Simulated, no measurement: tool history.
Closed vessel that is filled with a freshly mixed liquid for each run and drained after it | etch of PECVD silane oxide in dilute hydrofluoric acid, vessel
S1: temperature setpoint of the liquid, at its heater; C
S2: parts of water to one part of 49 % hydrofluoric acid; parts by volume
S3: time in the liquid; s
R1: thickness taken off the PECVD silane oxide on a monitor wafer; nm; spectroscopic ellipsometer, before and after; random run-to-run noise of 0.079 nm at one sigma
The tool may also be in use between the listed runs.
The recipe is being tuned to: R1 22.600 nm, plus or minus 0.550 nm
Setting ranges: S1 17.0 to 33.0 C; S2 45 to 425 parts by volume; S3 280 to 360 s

run	hour	S1	S2	S3	R1
1	0.0	25.0	235	360	18.495
2	1.1	26.0	235	360	19.218
3	1.7	27.0	235	360	19.945
4	6.1	27.0	235	360	19.838
5	12.9	28.0	235	360	20.715
6	17.9	28.0	275	360	16.819
7	25.5	29.0	270	360	17.848
8	27.9	30.0	265	360	18.942
9	32.9	30.5	260	360	19.659
10	39.9	31.0	255	360	20.508
11	48.5	31.5	255	360	20.916
12	52.1	32.0	255	360	21.311

Below are 5 possible settings for the next run. Only one of them brings all results inside the allowed miss of their targets. Which is it?
A	55.7	33.0	245	350	?
B	55.7	31.0	260	345	?
C	55.7	30.5	245	360	?
D	55.7	33.0	260	330	?
E	55.7	30.5	250	340	?

move	R1
A	22.584
B	19.292
C	21.367
D	19.711
E	19.665
A: meets every target
B: its largest miss is bigger than the last run's
C: no better and no worse than the last run
D: its largest miss is bigger than the last run's
E: its largest miss is bigger than the last run's
A meets every target.
